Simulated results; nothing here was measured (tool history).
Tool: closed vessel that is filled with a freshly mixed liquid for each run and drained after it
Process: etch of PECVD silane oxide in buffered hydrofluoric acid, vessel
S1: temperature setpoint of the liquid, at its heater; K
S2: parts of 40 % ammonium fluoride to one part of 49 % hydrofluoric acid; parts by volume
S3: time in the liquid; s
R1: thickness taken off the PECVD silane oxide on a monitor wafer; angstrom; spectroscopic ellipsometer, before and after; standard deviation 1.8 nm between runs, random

Run 1, day 0.000: S1 295.15 K, S2 9.5 parts by volume, S3 95 s. Result: R1 1310.80 angstrom.
Run 2, day 0.379: S1 295.15 K, S2 12.0 parts by volume, S3 95 s. Result: R1 1053.60 angstrom.
Run 3, day 0.488: S1 292.15 K, S2 12.0 parts by volume, S3 95 s. Result: R1 884.85 angstrom.
Run 4, day 0.808: S1 294.65 K, S2 11.5 parts by volume, S3 95 s. Result: R1 1081.00 angstrom.
Run 5, day 1.079: S1 294.65 K, S2 10.5 parts by volume, S3 95 s. Result: R1 1171.90 angstrom.
Run 6, day 1.467: S1 296.65 K, S2 10.5 parts by volume, S3 95 s. Result: R1 1308.80 angstrom.

The next listed run, before its measurement:
Run 7, day 1.638: S1 298.15 K, S2 10.5 parts by volume, S3 95 s. Result: R1 ?.

{"run 7": {"R1": 1418.9}}
